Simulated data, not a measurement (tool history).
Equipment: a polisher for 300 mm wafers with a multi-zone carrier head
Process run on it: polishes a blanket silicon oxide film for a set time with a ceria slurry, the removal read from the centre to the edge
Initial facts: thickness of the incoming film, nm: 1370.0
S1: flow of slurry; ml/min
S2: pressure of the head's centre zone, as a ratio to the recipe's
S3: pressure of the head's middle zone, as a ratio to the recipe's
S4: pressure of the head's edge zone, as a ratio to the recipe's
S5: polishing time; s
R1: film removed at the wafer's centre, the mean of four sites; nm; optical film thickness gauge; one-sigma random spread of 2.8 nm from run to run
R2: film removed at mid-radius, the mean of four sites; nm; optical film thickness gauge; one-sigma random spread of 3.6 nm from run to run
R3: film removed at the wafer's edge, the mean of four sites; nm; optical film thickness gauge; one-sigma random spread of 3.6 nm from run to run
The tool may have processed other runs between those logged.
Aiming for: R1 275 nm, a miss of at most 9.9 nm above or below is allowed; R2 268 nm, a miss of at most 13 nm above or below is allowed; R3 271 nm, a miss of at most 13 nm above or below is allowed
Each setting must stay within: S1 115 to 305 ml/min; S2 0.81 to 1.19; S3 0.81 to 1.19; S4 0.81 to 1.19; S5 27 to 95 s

run	day	S1	S2	S3	S4	S5	R1	R2	R3
1	0	195	1	1	1	61	195.25	193	196.63
2	0.104	200	1.01	1.01	1.02	63	209.65	203.69	197.63
3	0.467	195	1	1	1.02	66	211.73	205.25	215.66
4	0.538	195	1	1.01	1.02	68	215.78	217.67	216.61
5	0.875	195	0.92	1.01	1.02	68	206.31	215.18	217.19
6	1.033	195	0.92	1.01	1.02	79	238.86	253.72	255.68
7	1.142	195	0.92	1.01	1.02	79	240.97	254.32	253.28
8	1.217	200	0.93	1.01	1.03	79	244.6	256.48	260.86
9	1.508	210	0.94	1.01	1.03	79	248.91	255.38	252.67
10	1.771	210	0.95	1.01	1.03	80	253.06	257.15	261.84
11	2.104	215	0.96	1.01	1.03	80	255.23	261.91	263.7
12	2.317	220	0.97	1.01	1.03	80	258.52	253.99	267.75
13	2.475	220	0.98	1.02	1.03	80	262.39	260.21	268.95
14	2.733	220	0.99	1.03	1.02	80	263.52	258.87	266.19

Pick the move, out of 5, that brings all results within their allowed miss; only one does.
A	2.992	305	1.03	0.87	1.09	78	?	?	?
B	2.992	220	0.99	1.12	1.14	78	?	?	?
C	2.992	215	1.01	1.02	1	82	?	?	?
D	2.992	235	0.89	1.02	1.05	78	?	?	?
E	2.992	260	1.07	0.94	1.11	79	?	?	?

move	R1	R2	R3
A	270.06	232.84	272.68
B	251.51	277.73	270.49
C	267.64	268.81	266.13
D	232.92	258.73	261.47
E	277.23	247.34	275.02
A: brings the last run's worst result on target, with another outside its allowed miss
B: further off than the last run
C: each result inside its tolerance
D: further off than the last run
E: brings the last run's worst result on target, with another outside its allowed miss
So the answer is move C, the one that meets all the targets.

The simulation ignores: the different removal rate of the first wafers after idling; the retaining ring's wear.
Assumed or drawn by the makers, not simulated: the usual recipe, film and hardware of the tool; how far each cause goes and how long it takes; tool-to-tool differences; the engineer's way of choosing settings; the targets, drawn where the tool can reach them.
